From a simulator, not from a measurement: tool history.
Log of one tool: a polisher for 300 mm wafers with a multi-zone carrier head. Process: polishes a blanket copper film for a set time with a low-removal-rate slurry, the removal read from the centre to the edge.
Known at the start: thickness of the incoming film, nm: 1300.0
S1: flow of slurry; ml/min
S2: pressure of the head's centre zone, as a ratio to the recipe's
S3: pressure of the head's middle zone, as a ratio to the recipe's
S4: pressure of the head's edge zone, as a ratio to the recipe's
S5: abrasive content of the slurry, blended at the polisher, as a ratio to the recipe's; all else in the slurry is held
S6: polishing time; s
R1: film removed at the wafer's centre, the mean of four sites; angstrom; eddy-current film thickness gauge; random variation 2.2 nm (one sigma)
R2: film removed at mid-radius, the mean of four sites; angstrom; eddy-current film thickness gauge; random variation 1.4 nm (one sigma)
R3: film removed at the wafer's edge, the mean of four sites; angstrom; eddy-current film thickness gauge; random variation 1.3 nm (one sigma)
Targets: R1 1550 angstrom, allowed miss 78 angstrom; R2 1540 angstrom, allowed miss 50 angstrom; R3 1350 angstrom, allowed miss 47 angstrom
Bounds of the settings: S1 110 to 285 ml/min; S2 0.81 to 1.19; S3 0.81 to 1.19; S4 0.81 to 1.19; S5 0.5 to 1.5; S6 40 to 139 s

Run 1, hour 0: S1 180 ml/min, S2 1, S3 1, S4 1, S5 1, S6 89 s. Result: R1 1740.6 angstrom, R2 1739.2 angstrom, R3 1651.3 angstrom.
Run 2, hour 5.6: S1 180 ml/min, S2 1, S3 1, S4 1, S5 0.85, S6 89 s. Result: R1 1730.5 angstrom, R2 1712.2 angstrom, R3 1632 angstrom.
Run 3, hour 10.4: S1 180 ml/min, S2 1, S3 1, S4 1, S5 0.7, S6 89 s. Result: R1 1630.9 angstrom, R2 1654.2 angstrom, R3 1552.7 angstrom.
Run 4, hour 16.1: S1 170 ml/min, S2 1.01, S3 1, S4 0.96, S5 0.65, S6 89 s. Result: R1 1658.9 angstrom, R2 1638.8 angstrom, R3 1521.1 angstrom.
Run 5, hour 21.3: S1 170 ml/min, S2 1.01, S3 0.96, S4 0.96, S5 0.65, S6 89 s. Result: R1 1639 angstrom, R2 1564.6 angstrom, R3 1520.8 angstrom.
Run 6, hour 25: S1 170 ml/min, S2 1.01, S3 0.96, S4 0.89, S5 0.65, S6 89 s. Result: R1 1661.3 angstrom, R2 1594.2 angstrom, R3 1459.2 angstrom.
Run 7, hour 25.5: S1 165 ml/min, S2 1, S3 0.96, S4 0.87, S5 0.6, S6 89 s. Result: R1 1631.4 angstrom, R2 1536.3 angstrom, R3 1431.8 angstrom.
Run 8, hour 29.4: S1 165 ml/min, S2 0.99, S3 0.97, S4 0.86, S5 0.55, S6 89 s. Result: R1 1540.2 angstrom, R2 1556.8 angstrom, R3 1413.4 angstrom.
Run 9, hour 33.7: S1 165 ml/min, S2 1, S3 0.97, S4 0.85, S5 0.55, S6 89 s. Result: R1 1606.6 angstrom, R2 1555.9 angstrom, R3 1406.2 angstrom.

5 next moves are on the table. One of them brings every result within its allowed miss. Which?
Run A, hour 38: S1 190 ml/min, S2 1.09, S3 1.1, S4 0.81, S5 0.7, S6 76 s. Result: R1 ?, R2 ?, R3 ?.
Run B, hour 38: S1 175 ml/min, S2 1.05, S3 0.95, S4 0.82, S5 0.65, S6 90 s. Result: R1 ?, R2 ?, R3 ?.
Run C, hour 38: S1 175 ml/min, S2 0.98, S3 1.01, S4 0.91, S5 0.65, S6 75 s. Result: R1 ?, R2 ?, R3 ?.
Run D, hour 38: S1 165 ml/min, S2 0.99, S3 1.08, S4 0.82, S5 0.6, S6 86 s. Result: R1 ?, R2 ?, R3 ?.
Run E, hour 38: S1 195 ml/min, S2 1.01, S3 1.01, S4 0.86, S5 0.55, S6 85 s. Result: R1 ?, R2 ?, R3 ?.

move      R1      R2      R3
   A  1552.6  1537.3  1233.5
   B  1733.9  1578.1  1447.2
   C  1348.5    1385  1261.1
   D  1535.4  1652.9  1359.4
   E  1560.7  1552.8  1375.1
A: takes the result that was furthest off past its target
B: further off than the last run
C: takes the result that was furthest off past its target
D: brings the result that was furthest off to its target, and leaves another outside
E: meets every target
Answer: E
